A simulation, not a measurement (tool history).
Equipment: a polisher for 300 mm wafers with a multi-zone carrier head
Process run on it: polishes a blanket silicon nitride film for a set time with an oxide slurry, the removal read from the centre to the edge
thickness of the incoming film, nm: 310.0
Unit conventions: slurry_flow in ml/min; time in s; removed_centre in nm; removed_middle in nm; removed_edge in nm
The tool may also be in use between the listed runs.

run  hour  slurry_flow  centre_zone  middle_zone  edge_zone  slurry_solids  time  removed_centre  removed_middle  removed_edge
  1     0          180            1            1          1              1    83          86.639          82.799         83.85
  2   7.7          180            1            1       1.06              1    83          86.613          84.555        85.773
  3    14          225            1            1       1.06              1    83           91.91          85.595         87.53
  4  21.4          225         0.94            1       1.06              1    83           85.24          87.346        88.678
  5  28.2          225         0.94            1       1.07           1.05    83          86.876           87.92        90.783
  6  37.2          225         0.94         1.01       1.08            1.1    83          85.665          88.265         90.55

Estimate the outcome of run 7 from the log above:
  7  40.2          225         0.94         1.01       1.08           1.15    84               ?               ?             ?

removed_centre: 88.725 nm
removed_middle: 89.477 nm
removed_edge: 95.102 nm
